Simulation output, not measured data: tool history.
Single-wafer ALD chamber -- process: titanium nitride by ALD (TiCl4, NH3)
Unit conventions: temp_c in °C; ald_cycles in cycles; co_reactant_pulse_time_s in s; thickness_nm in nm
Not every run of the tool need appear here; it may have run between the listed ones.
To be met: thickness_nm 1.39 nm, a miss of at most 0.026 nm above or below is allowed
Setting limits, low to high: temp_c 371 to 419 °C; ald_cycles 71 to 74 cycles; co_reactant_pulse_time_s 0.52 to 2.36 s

| run | day | temp_c | ald_cycles | co_reactant_pulse_time_s | thickness_nm |
|---|---|---|---|---|---|
| 1 | 0 | 395 | 74 | 1.44 | 1.5935 |
| 2 | 0.35 | 389 | 73 | 1.2 | 1.5358 |
| 3 | 0.708 | 396 | 73 | 1.2 | 1.56 |
| 4 | 1.058 | 390 | 72 | 1.02 | 1.4784 |
|  | 1.346 | thermocouple changed; heater temperature recalibrated |
| 5 | 1.346 | 390 | 74 | 1.02 | 1.5436 |
| 6 | 1.388 | 390 | 74 | 1.02 | 1.5563 |
| 7 | 1.483 | 385 | 73 | 0.89 | 1.4743 |
| 8 | 1.742 | 383 | 72 | 0.86 | 1.4389 |

Below are 5 possible settings for the next run. Only one of them brings all results inside the allowed miss of their targets. Which is it?
| A | 2 | 381 | 72 | 0.92 | ? |
| B | 2 | 381 | 72 | 1.01 | ? |
| C | 2 | 399 | 74 | 0.78 | ? |
| D | 2 | 384 | 74 | 0.71 | ? |
| E | 2 | 396 | 71 | 0.83 | ? |

| move | thickness_nm |
|---|---|
| A | 1.4471 |
| B | 1.4747 |
| C | 1.5038 |
| D | 1.3853 |
| E | 1.4521 |
A: its largest miss is bigger than the last run's
B: its largest miss is bigger than the last run's
C: its largest miss is bigger than the last run's
D: in spec on every target
E: its largest miss is bigger than the last run's
So the answer is move D, the one that meets all the targets.
